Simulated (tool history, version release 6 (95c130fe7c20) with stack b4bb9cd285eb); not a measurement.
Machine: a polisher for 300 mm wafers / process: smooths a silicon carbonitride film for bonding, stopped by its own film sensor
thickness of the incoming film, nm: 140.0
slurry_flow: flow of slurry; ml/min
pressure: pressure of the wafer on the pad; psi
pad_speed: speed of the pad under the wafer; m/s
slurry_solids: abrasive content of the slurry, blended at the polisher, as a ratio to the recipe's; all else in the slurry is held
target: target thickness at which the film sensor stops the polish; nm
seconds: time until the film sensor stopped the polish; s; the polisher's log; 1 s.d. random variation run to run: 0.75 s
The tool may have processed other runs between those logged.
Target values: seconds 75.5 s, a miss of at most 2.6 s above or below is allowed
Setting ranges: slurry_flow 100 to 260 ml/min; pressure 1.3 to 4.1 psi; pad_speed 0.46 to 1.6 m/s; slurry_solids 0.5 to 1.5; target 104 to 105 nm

run	hour	slurry_flow	pressure	pad_speed	slurry_solids	target	seconds
1	0	165	2.7	1.02	1	105	100.93
2	2	165	2.7	1.02	1	104	103.46
3	9.4	125	2.7	1.02	1	104	107.38
4	11.8	125	2.7	1.02	1	105	104.16
5	14.8	125	2.7	1.02	1	104	106.36
6	20.9	125	2.9	1.02	1	104	100.6
7	26.2	130	3.1	1.02	1	104	95.098
8	28.9	130	3.2	1.02	1	104	92.27
9	34.6	130	3.3	1.02	1	104	90.386
10	43.1	130	3.4	1.02	1	104	87.645
11	52	130	3.5	1.02	1	104	85.267
12	59.1	130	3.6	1.02	1	104	81.699

Which one of the following 4 next-run settings gets every result inside its allowed miss? There is exactly one.
A	66.2	145	3.6	1.02	1	105	?
B	66.2	190	4	0.82	1.15	104	?
C	66.2	105	4.1	0.98	1	105	?
D	66.2	110	3.7	1.2	1	105	?

move	seconds
A	79.3
B	81.024
C	75.829
D	70.78
A: closer than the last run, but not yet in spec
B: closer than the last run, but not yet in spec
C: every result lands within tolerance
D: takes the biggest miss from the last run beyond its target
Correct choice: C, which meets every target

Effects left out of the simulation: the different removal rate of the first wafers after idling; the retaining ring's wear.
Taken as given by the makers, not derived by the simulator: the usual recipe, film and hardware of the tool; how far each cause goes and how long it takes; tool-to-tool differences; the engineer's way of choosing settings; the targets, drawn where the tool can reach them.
